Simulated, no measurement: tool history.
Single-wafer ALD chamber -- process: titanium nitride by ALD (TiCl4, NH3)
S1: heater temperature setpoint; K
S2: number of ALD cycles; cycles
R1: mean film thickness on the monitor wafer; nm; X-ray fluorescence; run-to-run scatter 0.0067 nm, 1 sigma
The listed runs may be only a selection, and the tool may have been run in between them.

{"run": 1, "hour": 0.0, "S1": 648.15, "S2": 64, "NH3 pulse time (s)": 2.47, "R1": 1.3607}
{"run": 2, "hour": 9.2, "S1": 648.15, "S2": 64, "NH3 pulse time (s)": 2.47, "R1": 1.347}
{"run": 3, "hour": 11.5, "S1": 648.15, "S2": 61, "NH3 pulse time (s)": 2.47, "R1": 1.2836}
{"run": 4, "hour": 16.9, "S1": 648.15, "S2": 64, "NH3 pulse time (s)": 2.47, "R1": 1.3445}
{"run": 5, "hour": 25.4, "S1": 648.15, "S2": 64, "NH3 pulse time (s)": 2.47, "R1": 1.3359}
{"run": 6, "hour": 32.0, "S1": 653.15, "S2": 64, "NH3 pulse time (s)": 2.47, "R1": 1.3475}

What will run 7 give?
{"run": 7, "hour": 34.3, "S1": 650.15, "S2": 63, "NH3 pulse time (s)": 1.95, "R1": "?"}

{"run 7": {"R1": 1.3076}}
